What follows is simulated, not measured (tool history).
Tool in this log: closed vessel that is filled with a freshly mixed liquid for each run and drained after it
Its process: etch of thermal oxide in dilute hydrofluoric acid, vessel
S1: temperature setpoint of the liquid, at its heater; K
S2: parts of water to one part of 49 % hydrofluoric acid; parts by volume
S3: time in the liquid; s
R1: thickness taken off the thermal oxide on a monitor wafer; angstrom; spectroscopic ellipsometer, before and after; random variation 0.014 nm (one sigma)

run 1 hour=0.0 | S1=297.15 S2=240 S3=160 | R1=27.410
run 2 hour=4.8 | S1=297.15 S2=240 S3=120 | R1=20.400
run 3 hour=8.8 | S1=295.15 S2=245 S3=120 | R1=18.454
run 4 hour=16.1 | S1=295.15 S2=245 S3=160 | R1=24.456
run 5 hour=18.9 | S1=294.15 S2=265 S3=160 | R1=21.709
run 6 hour=24.8 | S1=293.15 S2=285 S3=160 | R1=19.068
run 7 hour=26.9 | S1=292.65 S2=295 S3=160 | R1=17.651
run 8 hour=32.3 | S1=292.15 S2=300 S3=160 | R1=17.016
run 9 hour=38.4 | S1=291.65 S2=305 S3=160 | R1=16.601

Run 10 has not been measured yet. What should we expect?
run 10 hour=39.7 | S1=291.15 S2=305 S3=160 | R1=?

{"run 10": {"R1": 16.223}}
